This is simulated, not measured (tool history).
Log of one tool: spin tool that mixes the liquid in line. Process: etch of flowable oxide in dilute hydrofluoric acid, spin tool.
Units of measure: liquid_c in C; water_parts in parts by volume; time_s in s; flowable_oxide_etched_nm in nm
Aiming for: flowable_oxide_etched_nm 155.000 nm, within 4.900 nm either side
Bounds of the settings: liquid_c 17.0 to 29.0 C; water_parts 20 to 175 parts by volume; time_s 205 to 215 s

{"run": 1, "hour": 0.0, "liquid_c": 21.0, "water_parts": 95, "time_s": 205, "flowable_oxide_etched_nm": 93.968}
{"run": 2, "hour": 7.0, "liquid_c": 22.0, "water_parts": 95, "time_s": 205, "flowable_oxide_etched_nm": 96.979}
{"run": 3, "hour": 15.9, "liquid_c": 23.0, "water_parts": 90, "time_s": 205, "flowable_oxide_etched_nm": 107.8}
{"run": 4, "hour": 18.3, "liquid_c": 23.0, "water_parts": 60, "time_s": 205, "flowable_oxide_etched_nm": 168.83}
{"run": 5, "hour": 20.3, "liquid_c": 22.5, "water_parts": 60, "time_s": 205, "flowable_oxide_etched_nm": 165.01}
{"run": 6, "hour": 27.4, "liquid_c": 22.5, "water_parts": 90, "time_s": 205, "flowable_oxide_etched_nm": 106.51}
{"run": 7, "hour": 35.2, "liquid_c": 23.5, "water_parts": 90, "time_s": 205, "flowable_oxide_etched_nm": 110.64}
{"run": 8, "hour": 41.9, "liquid_c": 24.0, "water_parts": 90, "time_s": 205, "flowable_oxide_etched_nm": 113.41}
{"run": 9, "hour": 42.9, "liquid_c": 24.5, "water_parts": 90, "time_s": 205, "flowable_oxide_etched_nm": 115.9}
{"run": 10, "hour": 49.4, "liquid_c": 25.0, "water_parts": 90, "time_s": 205, "flowable_oxide_etched_nm": 115.69}
{"run": 11, "hour": 58.2, "liquid_c": 29.0, "water_parts": 70, "time_s": 205, "flowable_oxide_etched_nm": 180.71}
{"run": 12, "hour": 65.9, "liquid_c": 28.5, "water_parts": 70, "time_s": 205, "flowable_oxide_etched_nm": 176.07}
{"run": 13, "hour": 68.1, "liquid_c": 28.0, "water_parts": 70, "time_s": 205, "flowable_oxide_etched_nm": 174.93}
{"run": 14, "hour": 71.3, "liquid_c": 28.0, "water_parts": 70, "time_s": 205, "flowable_oxide_etched_nm": 171.78}
{"run": 15, "hour": 73.8, "liquid_c": 27.5, "water_parts": 70, "time_s": 205, "flowable_oxide_etched_nm": 170.81}
{"run": 16, "hour": 77.8, "liquid_c": 27.0, "water_parts": 70, "time_s": 205, "flowable_oxide_etched_nm": 170.62}
{"run": 17, "hour": 78.7, "liquid_c": 24.0, "water_parts": 70, "time_s": 205, "flowable_oxide_etched_nm": 145.51}

Exercise: of the 4 proposed moves below, exactly one satisfies all targets within the stated allowed misses. Which move is it?
{"run": "A", "hour": 79.6, "liquid_c": 23.0, "water_parts": 65, "time_s": 205, "flowable_oxide_etched_nm": "?"}
{"run": "B", "hour": 79.6, "liquid_c": 22.0, "water_parts": 70, "time_s": 215, "flowable_oxide_etched_nm": "?"}
{"run": "C", "hour": 79.6, "liquid_c": 21.5, "water_parts": 65, "time_s": 205, "flowable_oxide_etched_nm": "?"}
{"run": "D", "hour": 79.6, "liquid_c": 23.5, "water_parts": 75, "time_s": 215, "flowable_oxide_etched_nm": "?"}

move=A flowable_oxide_etched_nm=157.010
move=B flowable_oxide_etched_nm=145.840
move=C flowable_oxide_etched_nm=147.590
move=D flowable_oxide_etched_nm=143.820
A: in spec on every target
B: neither nearer nor further off than the last run
C: better than the last run, though not everything is in spec
D: moves away from the targets compared with the last run
A is the move that brings every result within its allowed miss.

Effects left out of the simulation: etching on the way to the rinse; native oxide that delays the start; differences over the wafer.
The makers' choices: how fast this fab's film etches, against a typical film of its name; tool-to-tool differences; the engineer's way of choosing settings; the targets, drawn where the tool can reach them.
